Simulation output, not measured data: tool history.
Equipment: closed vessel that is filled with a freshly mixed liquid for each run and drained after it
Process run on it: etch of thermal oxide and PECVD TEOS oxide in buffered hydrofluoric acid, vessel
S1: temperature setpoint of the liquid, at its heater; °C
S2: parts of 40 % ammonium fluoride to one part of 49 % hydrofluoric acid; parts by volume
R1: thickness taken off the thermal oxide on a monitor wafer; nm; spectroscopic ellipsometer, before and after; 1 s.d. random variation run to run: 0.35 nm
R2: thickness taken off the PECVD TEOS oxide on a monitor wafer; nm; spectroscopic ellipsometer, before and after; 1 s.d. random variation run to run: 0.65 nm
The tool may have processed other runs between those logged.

run 1 hour=0 | S1=23 S2=16.5 time_in_the_liquid_(s)=60 | R1=39.378 R2=41.058
run 2 hour=1 | S1=23 S2=16.5 time_in_the_liquid_(s)=75 | R1=48.841 R2=52.067
run 3 hour=1.9 | S1=23 S2=21 time_in_the_liquid_(s)=75 | R1=39.114 R2=41.846
run 4 hour=6.2 | S1=25 S2=20 time_in_the_liquid_(s)=75 | R1=45.208 R2=47.793
run 5 hour=8.6 | S1=26.5 S2=19 time_in_the_liquid_(s)=75 | R1=52.475 R2=55.281
run 6 hour=9.2 | S1=26.5 S2=21.5 time_in_the_liquid_(s)=75 | R1=47.162 R2=49.191
run 7 hour=14.2 | S1=27.5 S2=20.5 time_in_the_liquid_(s)=75 | R1=51.001 R2=53.931
run 8 hour=18.7 | S1=28.5 S2=19.5 time_in_the_liquid_(s)=75 | R1=56.217 R2=59.436
run 9 hour=24.2 | S1=29 S2=19 time_in_the_liquid_(s)=75 | R1=59.527 R2=62.515
run 10 hour=32.6 | S1=29.5 S2=18.5 time_in_the_liquid_(s)=75 | R1=62.824 R2=66.791

Predict the results of run 11:
run 11 hour=37.1 | S1=30 S2=18 time_in_the_liquid_(s)=75 | R1=? R2=?

Run 11 gave R1 65.672 nm, R2 69.406 nm.
